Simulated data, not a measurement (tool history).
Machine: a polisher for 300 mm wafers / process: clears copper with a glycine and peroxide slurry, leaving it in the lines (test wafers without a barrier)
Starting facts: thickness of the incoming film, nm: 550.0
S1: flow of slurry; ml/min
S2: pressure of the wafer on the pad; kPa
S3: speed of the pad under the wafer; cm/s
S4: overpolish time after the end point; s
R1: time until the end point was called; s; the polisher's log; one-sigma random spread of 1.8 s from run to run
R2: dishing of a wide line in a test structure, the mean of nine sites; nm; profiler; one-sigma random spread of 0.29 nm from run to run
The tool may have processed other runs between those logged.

run  hour   S1    S2   S3  S4       R1      R2
  1   0.0  275  14.5  126  18  114.320  29.930
  2   5.6  345  14.5  126  18  113.720  28.966
  3   8.7  345  16.5  126  18  102.840  30.404
  4  16.2  355  15.9  134  17  100.040  28.524
  5  24.6  310  15.9  134  17  100.920  29.571
  6  26.3  310  15.9  164  17   85.306  28.651
  7  29.7  325  15.2  168  16   84.999  28.451

Predict the results of run 8:
     33.4  -- worn pad replaced by a new one
  8  33.4  335  14.5  172  15   ?   ?

Run 8 came out at R1 81.294 s, R2 29.699 nm.
